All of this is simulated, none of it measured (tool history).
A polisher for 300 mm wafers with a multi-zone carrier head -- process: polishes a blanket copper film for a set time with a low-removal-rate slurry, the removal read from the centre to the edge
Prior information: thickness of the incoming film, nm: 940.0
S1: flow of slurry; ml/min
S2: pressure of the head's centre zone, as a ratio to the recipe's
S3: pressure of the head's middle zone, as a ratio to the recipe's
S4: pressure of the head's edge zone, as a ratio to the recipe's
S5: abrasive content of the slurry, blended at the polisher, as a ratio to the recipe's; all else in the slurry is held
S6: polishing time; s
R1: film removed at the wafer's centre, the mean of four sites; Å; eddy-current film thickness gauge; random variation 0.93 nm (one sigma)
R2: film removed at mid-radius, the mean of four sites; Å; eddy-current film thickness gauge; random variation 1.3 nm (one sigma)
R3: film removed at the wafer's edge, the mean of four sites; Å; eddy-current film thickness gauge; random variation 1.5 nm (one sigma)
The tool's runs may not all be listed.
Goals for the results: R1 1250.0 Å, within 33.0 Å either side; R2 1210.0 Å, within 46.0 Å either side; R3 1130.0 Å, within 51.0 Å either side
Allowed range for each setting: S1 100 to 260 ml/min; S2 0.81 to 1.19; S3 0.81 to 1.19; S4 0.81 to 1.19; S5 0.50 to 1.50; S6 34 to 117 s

run  hour   S1    S2    S3    S4    S5  S6      R1      R2      R3
  1   0.0  165  1.00  1.00  1.00  1.00  75  1121.6  1101.7  1105.2
  2   3.9  165  1.00  1.00  1.00  1.10  75  1139.4  1098.1  1117.4
  3   9.5  165  1.00  1.05  1.00  1.10  75  1128.5  1169.7  1134.4
  4  10.4  175  1.01  1.05  0.99  1.10  75  1175.8  1161.1  1144.9
  5  13.0  175  1.01  1.05  0.99  1.10  83  1280.9  1286.2  1244.1
  6  13.6  175  0.94  1.05  0.99  1.10  83  1196.8  1277.5  1222.9
  7  22.6  180  0.95  1.04  0.96  1.10  83  1205.7  1290.0  1256.3
  8  26.0  165  1.05  1.11  1.02  0.85  81  1232.9  1266.1  1166.5

Pick the move, out of 5, that brings all results within their allowed miss; only one does.
  A  29.4  170  1.05  1.17  0.98  0.70  85   ?   ?   ?
  B  29.4  195  1.01  0.95  1.03  1.00  81   ?   ?   ?
  C  29.4  180  1.09  1.10  1.00  1.00  75   ?   ?   ?
  D  29.4  165  1.01  1.07  0.94  1.05  84   ?   ?   ?
  E  29.4  185  1.02  1.14  0.99  0.90  83   ?   ?   ?

move      R1      R2      R3
   A  1256.7  1352.2  1179.0
   B  1246.1  1166.4  1239.6
   C  1228.9  1206.3  1118.2
   D  1261.9  1309.9  1212.2
   E  1257.8  1360.6  1214.6
A: its largest miss is bigger than the last run's
B: meets the target for the result that was furthest off, but another lies outside its allowed miss
C: meets every target
D: its largest miss is bigger than the last run's
E: its largest miss is bigger than the last run's
C is the move that brings every result within its allowed miss.
